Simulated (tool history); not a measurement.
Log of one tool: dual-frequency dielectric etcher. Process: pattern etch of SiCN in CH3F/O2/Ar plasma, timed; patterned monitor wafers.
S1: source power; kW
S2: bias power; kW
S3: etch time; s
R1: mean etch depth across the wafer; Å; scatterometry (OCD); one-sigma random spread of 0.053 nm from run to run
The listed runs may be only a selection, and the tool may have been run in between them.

run 1 day=0 | S1=0.31 S2=0.053 S3=55 | R1=172.96
run 2 day=0.342 | S1=0.31 S2=0.046 S3=55 | R1=166.26
run 3 day=0.429 | S1=0.3 S2=0.046 S3=55 | R1=164.51
run 4 day=0.504 | S1=0.3 S2=0.046 S3=55 | R1=164.43
run 5 day=0.625 | S1=0.29 S2=0.046 S3=55 | R1=162.75
run 6 day=0.658 | S1=0.29 S2=0.053 S3=55 | R1=169.24
run 7 day=0.712 | S1=0.28 S2=0.053 S3=55 | R1=166.4
run 8 day=0.875 | S1=0.27 S2=0.053 S3=55 | R1=165.08
run 9 day=1.038 | S1=0.26 S2=0.053 S3=55 | R1=163.85
run 10 day=1.108 | S1=0.25 S2=0.053 S3=55 | R1=160.61

Run 11 has not been measured yet. What should we expect?
run 11 day=1.479 | S1=0.24 S2=0.053 S3=55 | R1=?

Run 11 produced R1 159.45 Å.

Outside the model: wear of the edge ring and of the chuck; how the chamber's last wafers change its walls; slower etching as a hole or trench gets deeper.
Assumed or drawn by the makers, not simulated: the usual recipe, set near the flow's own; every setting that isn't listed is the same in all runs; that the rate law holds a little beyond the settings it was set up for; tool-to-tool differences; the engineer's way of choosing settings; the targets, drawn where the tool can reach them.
